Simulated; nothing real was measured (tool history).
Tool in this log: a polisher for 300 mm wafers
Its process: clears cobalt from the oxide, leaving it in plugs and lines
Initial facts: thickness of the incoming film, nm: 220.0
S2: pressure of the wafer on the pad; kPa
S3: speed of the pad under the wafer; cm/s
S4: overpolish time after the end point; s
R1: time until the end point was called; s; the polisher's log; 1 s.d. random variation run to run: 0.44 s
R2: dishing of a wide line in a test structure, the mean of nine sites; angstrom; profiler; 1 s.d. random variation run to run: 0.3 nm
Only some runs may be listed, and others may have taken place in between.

Run 1, hour 0: flow of slurry (ml/min) 155, S2 11.7 kPa, S3 108 cm/s, S4 18 s. Result: R1 41.142 s, R2 612.65 angstrom.
Run 2, hour 6.2: flow of slurry (ml/min) 155, S2 11.7 kPa, S3 108 cm/s, S4 15 s. Result: R1 40.744 s, R2 539.88 angstrom.
Run 3, hour 14.7: flow of slurry (ml/min) 155, S2 10.3 kPa, S3 108 cm/s, S4 15 s. Result: R1 45.589 s, R2 503.38 angstrom.
Run 4, hour 22.2: flow of slurry (ml/min) 155, S2 9.7 kPa, S3 118 cm/s, S4 13 s. Result: R1 44.63 s, R2 470.1 angstrom.
Run 5, hour 25.4: flow of slurry (ml/min) 155, S2 9.7 kPa, S3 96 cm/s, S4 13 s. Result: R1 53.055 s, R2 413.24 angstrom.
Run 6, hour 27.8: flow of slurry (ml/min) 155, S2 12.4 kPa, S3 96 cm/s, S4 13 s. Result: R1 43.732 s, R2 471.9 angstrom.
Run 7, hour 28.7: flow of slurry (ml/min) 175, S2 13.1 kPa, S3 86 cm/s, S4 11 s. Result: R1 46.965 s, R2 407.08 angstrom.
Run 8, hour 31.2: flow of slurry (ml/min) 190, S2 14.5 kPa, S3 80 cm/s, S4 10 s. Result: R1 45.004 s, R2 388.7 angstrom.
Run 9, hour 33.6: flow of slurry (ml/min) 200, S2 15.2 kPa, S3 76 cm/s, S4 9 s. Result: R1 45.63 s, R2 354.91 angstrom.
Run 10, hour 38.8: flow of slurry (ml/min) 210, S2 15.9 kPa, S3 74 cm/s, S4 8 s. Result: R1 44.428 s, R2 323.32 angstrom.
Run 11, hour 39.4: flow of slurry (ml/min) 215, S2 16.5 kPa, S3 74 cm/s, S4 7 s. Result: R1 42.429 s, R2 302.58 angstrom.
Run 12, hour 43.3: flow of slurry (ml/min) 220, S2 17.2 kPa, S3 74 cm/s, S4 7 s. Result: R1 41.445 s, R2 317.37 angstrom.
Run 13, hour 46: flow of slurry (ml/min) 225, S2 17.2 kPa, S3 74 cm/s, S4 7 s. Result: R1 40.888 s, R2 306.39 angstrom.
Run 14, hour 53.4: flow of slurry (ml/min) 230, S2 17.2 kPa, S3 74 cm/s, S4 7 s. Result: R1 40.498 s, R2 317.65 angstrom.
Run 15, hour 58.1: flow of slurry (ml/min) 235, S2 17.2 kPa, S3 74 cm/s, S4 7 s. Result: R1 40.849 s, R2 317.18 angstrom.
Run 16, hour 59.2: flow of slurry (ml/min) 205, S2 17.2 kPa, S3 74 cm/s, S4 7 s. Result: R1 42.158 s, R2 309.49 angstrom.
Run 17, hour 60: flow of slurry (ml/min) 215, S2 17.2 kPa, S3 74 cm/s, S4 7 s. Result: R1 41.499 s, R2 311.64 angstrom.

Run 18, settings as shown, results not yet in. Your forecast:
Run 18, hour 62.4: flow of slurry (ml/min) 245, S2 17.2 kPa, S3 74 cm/s, S4 5 s. Result: R1 ?, R2 ?.

For run 18 the tool returned R1 40.633 s, R2 238.43 angstrom.
